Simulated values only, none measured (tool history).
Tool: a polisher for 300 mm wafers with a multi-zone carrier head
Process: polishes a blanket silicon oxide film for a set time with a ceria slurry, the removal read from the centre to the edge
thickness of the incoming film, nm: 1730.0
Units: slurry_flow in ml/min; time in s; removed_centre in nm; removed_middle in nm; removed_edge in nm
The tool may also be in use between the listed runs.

run,day,slurry_flow,centre_zone,middle_zone,edge_zone,time,removed_centre,removed_middle,removed_edge
1,0,255,1,1,1,77,643.95,635.48,628.27
2,0.15,205,1,1,1,77,635.18,618.05,618.29
3,0.238,205,1,0.99,0.98,75,606.22,580.65,591.31
4,0.483,205,1.08,0.99,0.98,75,656.35,592.85,584.93
5,0.596,205,1.02,0.99,0.98,75,621.24,581.4,587.28
6,0.642,205,1.02,0.99,1.02,75,619.58,596.5,603.97
7,0.708,205,1.02,0.98,1,74,599.35,576.75,595.16
8,0.779,200,1.02,0.98,0.98,73,610.78,559.11,586.95
9,0.883,200,1.02,0.99,0.97,71,586.07,562.39,559.34

The next listed run, before its measurement:
10,0.992,200,1.02,0.98,0.95,70,?,?,?

removed_centre: 582.87 nm
removed_middle: 546.27 nm
removed_edge: 549.48 nm
